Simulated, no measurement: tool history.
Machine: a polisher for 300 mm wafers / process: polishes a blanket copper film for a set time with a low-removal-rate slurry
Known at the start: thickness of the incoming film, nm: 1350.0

run  hour  flow of slurry (ml/min)  pressure of the wafer on the pad (psi)  speed of the pad under the wafer (cm/s)  abrasive content of the slurry  polishing time (s)  film removed (Å)
  1     0                      220                                     1.7                                       92                               1                  47            729.83
  2   7.4                      260                                     1.7                                       92                               1                  47            734.29
  3   9.2                      260                                     1.6                                       92                               1                  47            696.45
  4  11.7                      260                                     1.5                                       92                               1                  47            656.99
  5  14.7                      260                                     1.4                                       92                               1                  47            610.42
  6    17                      260                                     1.4                                      102                               1                  47            678.32

Expected results for the next run?
  7  20.6                      260                                     1.3                                      102                               1                  47                 ?

film removed (Å): 636.56
